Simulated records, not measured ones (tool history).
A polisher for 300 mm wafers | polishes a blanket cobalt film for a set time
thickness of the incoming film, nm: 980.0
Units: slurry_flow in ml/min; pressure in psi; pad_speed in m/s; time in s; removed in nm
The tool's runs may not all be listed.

run 1 day=0 | slurry_flow=235 pressure=1.5 pad_speed=0.8 time=109 | removed=267.51
run 2 day=0.171 | slurry_flow=265 pressure=1.5 pad_speed=0.8 time=109 | removed=276.32
run 3 day=0.212 | slurry_flow=260 pressure=1.3 pad_speed=0.8 time=109 | removed=237.3
run 4 day=0.433 | slurry_flow=260 pressure=1.3 pad_speed=0.9 time=109 | removed=268.77
run 5 day=0.725 | slurry_flow=260 pressure=1.3 pad_speed=1.06 time=109 | removed=297.91
run 6 day=1.079 | slurry_flow=225 pressure=1.3 pad_speed=1.06 time=109 | removed=293.04

Run 7 comes next. What will it give?
run 7 day=1.383 | slurry_flow=220 pressure=1.1 pad_speed=1.04 time=109 | removed=?

{"run 7": {"removed": 252.11}}
